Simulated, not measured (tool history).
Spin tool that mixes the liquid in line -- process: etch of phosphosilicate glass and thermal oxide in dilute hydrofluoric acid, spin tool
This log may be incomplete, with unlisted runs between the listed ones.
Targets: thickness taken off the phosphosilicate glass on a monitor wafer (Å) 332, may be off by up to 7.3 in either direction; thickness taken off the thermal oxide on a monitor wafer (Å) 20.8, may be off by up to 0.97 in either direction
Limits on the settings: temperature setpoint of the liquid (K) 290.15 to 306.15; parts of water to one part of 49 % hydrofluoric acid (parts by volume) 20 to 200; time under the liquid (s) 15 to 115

run	hour	temperature setpoint of the liquid (K)	parts of water to one part of 49 % hydrofluoric acid (parts by volume)	time under the liquid (s)	thickness taken off the phosphosilicate glass on a monitor wafer (Å)	thickness taken off the thermal oxide on a monitor wafer (Å)
1	0	298.15	110	60	416.81	25.871
2	5.7	297.15	110	60	396.76	25.131
3	9.7	296.65	110	60	390.29	24.541
4	17.4	300.15	110	60	445.41	28.144
5	25.8	299.15	110	60	433.92	27.016
6	27.3	298.15	110	60	416.55	26.147
7	28.7	297.15	110	60	401.19	24.575
8	35.4	296.65	110	60	387.93	24.628
9	38.4	296.15	110	60	380.45	23.508
10	39.4	295.65	110	60	375.94	24.272
11	41.5	295.15	115	60	349.31	22.081
12	45.5	294.65	115	60	342.7	21.025

Which of these 4 next moves meets every target?
A	49.5	294.65	135	70	?	?
B	49.5	296.15	120	60	?	?
C	49.5	295.65	90	45	?	?
D	49.5	293.65	140	80	?	?

move	thickness taken off the phosphosilicate glass on a monitor wafer (Å)	thickness taken off the thermal oxide on a monitor wafer (Å)
A	333.36	20.396
B	346.91	21.225
C	352.34	21.557
D	351.16	21.485
A: hits every target within its allowed miss
B: moves away from the targets compared with the last run
C: moves away from the targets compared with the last run
D: moves away from the targets compared with the last run
The right move is A.
